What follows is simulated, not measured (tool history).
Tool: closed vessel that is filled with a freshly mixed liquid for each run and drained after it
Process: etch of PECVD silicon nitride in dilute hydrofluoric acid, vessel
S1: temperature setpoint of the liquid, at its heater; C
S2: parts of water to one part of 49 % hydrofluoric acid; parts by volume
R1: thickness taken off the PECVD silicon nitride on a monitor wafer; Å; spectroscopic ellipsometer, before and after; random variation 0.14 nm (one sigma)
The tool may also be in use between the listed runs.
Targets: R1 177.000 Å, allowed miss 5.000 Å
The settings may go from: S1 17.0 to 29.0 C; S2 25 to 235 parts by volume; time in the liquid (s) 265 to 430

{"run": 1, "hour": 0.0, "S1": 21.0, "S2": 130, "time in the liquid (s)": 430, "R1": 160.45}
{"run": 2, "hour": 7.6, "S1": 21.0, "S2": 150, "time in the liquid (s)": 430, "R1": 141.09}
{"run": 3, "hour": 13.0, "S1": 18.0, "S2": 150, "time in the liquid (s)": 430, "R1": 114.63}
{"run": 4, "hour": 22.8, "S1": 18.0, "S2": 150, "time in the liquid (s)": 265, "R1": 70.012}
{"run": 5, "hour": 31.2, "S1": 19.0, "S2": 150, "time in the liquid (s)": 265, "R1": 75.921}
{"run": 6, "hour": 39.2, "S1": 19.0, "S2": 150, "time in the liquid (s)": 265, "R1": 74.462}
{"run": 7, "hour": 42.2, "S1": 20.5, "S2": 150, "time in the liquid (s)": 265, "R1": 82.736}
{"hour": 51.1, "done": "hydrofluoric acid flow meter replaced"}
{"run": 8, "hour": 51.1, "S1": 21.5, "S2": 145, "time in the liquid (s)": 265, "R1": 88.694}
{"run": 9, "hour": 60.1, "S1": 22.5, "S2": 140, "time in the liquid (s)": 265, "R1": 98.827}

4 next moves are on the table. One of them brings every result within its allowed miss. Which?
{"run": "A", "hour": 69.1, "S1": 26.5, "S2": 140, "time in the liquid (s)": 375, "R1": "?"}
{"run": "B", "hour": 69.1, "S1": 23.5, "S2": 140, "time in the liquid (s)": 420, "R1": "?"}
{"run": "C", "hour": 69.1, "S1": 22.5, "S2": 115, "time in the liquid (s)": 430, "R1": "?"}
{"run": "D", "hour": 69.1, "S1": 26.0, "S2": 140, "time in the liquid (s)": 405, "R1": "?"}

move=A R1=176.650
move=B R1=163.180
move=C R1=189.900
move=D R1=184.820
A: meets every target
B: nearer than the last run, and not there yet
C: takes the result that was furthest off past its target
D: takes the result that was furthest off past its target
The right move is A.
